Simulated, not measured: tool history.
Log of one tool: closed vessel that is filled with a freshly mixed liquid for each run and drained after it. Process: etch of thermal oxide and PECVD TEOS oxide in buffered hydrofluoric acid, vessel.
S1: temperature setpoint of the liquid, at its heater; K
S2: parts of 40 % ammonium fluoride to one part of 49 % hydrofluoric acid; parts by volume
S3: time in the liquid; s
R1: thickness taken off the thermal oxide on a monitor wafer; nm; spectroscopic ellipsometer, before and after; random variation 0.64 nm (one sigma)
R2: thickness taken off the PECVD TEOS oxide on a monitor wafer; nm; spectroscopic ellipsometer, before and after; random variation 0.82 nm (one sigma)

run  hour      S1    S2  S3      R1      R2
  1     0  293.15    16  60  33.289  51.104
  2   8.5  291.65    16  60  30.277  46.902
  3  16.3  291.65    16  70  35.053  54.993
  4  19.6  291.65    13  70   43.82  68.026
  5  22.5  293.65    13  70  49.082  74.909
  6  30.2  295.15  12.5  70  55.071   86.11

The next listed run, before its measurement:
  7  34.3  295.15  12.5  70   ?   ?

R1: 55.761 nm
R2: 85.052 nm
